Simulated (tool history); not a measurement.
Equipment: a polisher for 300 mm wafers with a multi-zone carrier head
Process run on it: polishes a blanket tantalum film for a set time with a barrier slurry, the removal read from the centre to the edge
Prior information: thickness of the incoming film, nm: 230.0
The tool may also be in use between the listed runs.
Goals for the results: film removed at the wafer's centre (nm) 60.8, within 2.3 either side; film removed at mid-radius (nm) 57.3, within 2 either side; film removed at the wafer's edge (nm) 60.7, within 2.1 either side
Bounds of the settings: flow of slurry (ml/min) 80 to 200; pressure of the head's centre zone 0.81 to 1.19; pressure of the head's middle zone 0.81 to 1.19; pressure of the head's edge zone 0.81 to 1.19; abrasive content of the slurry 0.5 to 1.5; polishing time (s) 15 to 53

run,hour,flow of slurry (ml/min),pressure of the head's centre zone,pressure of the head's middle zone,pressure of the head's edge zone,abrasive content of the slurry,polishing time (s),film removed at the wafer's centre (nm),film removed at mid-radius (nm),film removed at the wafer's edge (nm)
1,0,130,1,1,1,1,34,65.473,66.501,70.63
2,7.6,125,1,0.99,0.98,1,34,63.226,66.389,68.57
3,14.2,120,1.01,0.98,0.97,1,34,66.003,65.61,69.787
4,19.9,120,1.01,0.98,1.01,1,34,65.988,63.781,70.107
5,27.5,120,1.01,0.98,0.93,1,34,63.156,64.707,65.707
# hour 35.1: centre zone pressure recalibrated
6,35.1,130,1.01,0.98,0.93,1,34,71.387,66.266,67.553
7,40.6,100,1.05,0.89,0.86,0.9,34,66.692,55.459,60.694
8,49.4,100,1.04,0.9,0.86,0.9,34,64.798,57.718,60.375
9,51.8,90,1.03,0.9,0.87,0.9,34,60.839,53.596,61.007
10,54.4,90,1.03,0.91,0.87,0.9,34,61.79,54.193,59.293

Below are 4 possible settings for the next run. Only one of them brings all results inside the allowed miss of their targets. Which is it?
A,57,80,1.15,0.92,0.85,1.1,31,?,?,?
B,57,85,1.08,0.81,0.87,0.8,36,?,?,?
C,57,105,0.97,0.93,0.88,1,32,?,?,?
D,57,85,1.06,0.83,0.92,0.9,35,?,?,?

move,film removed at the wafer's centre (nm),film removed at mid-radius (nm),film removed at the wafer's edge (nm)
A,63.681,51.667,55.32
B,64.937,50.402,60.171
C,59.772,57.302,59.901
D,64.232,51.819,62.195
A: misses by more than the last run did
B: misses by more than the last run did
C: meets every target
D: misses by more than the last run did
C is the move that brings every result within its allowed miss.

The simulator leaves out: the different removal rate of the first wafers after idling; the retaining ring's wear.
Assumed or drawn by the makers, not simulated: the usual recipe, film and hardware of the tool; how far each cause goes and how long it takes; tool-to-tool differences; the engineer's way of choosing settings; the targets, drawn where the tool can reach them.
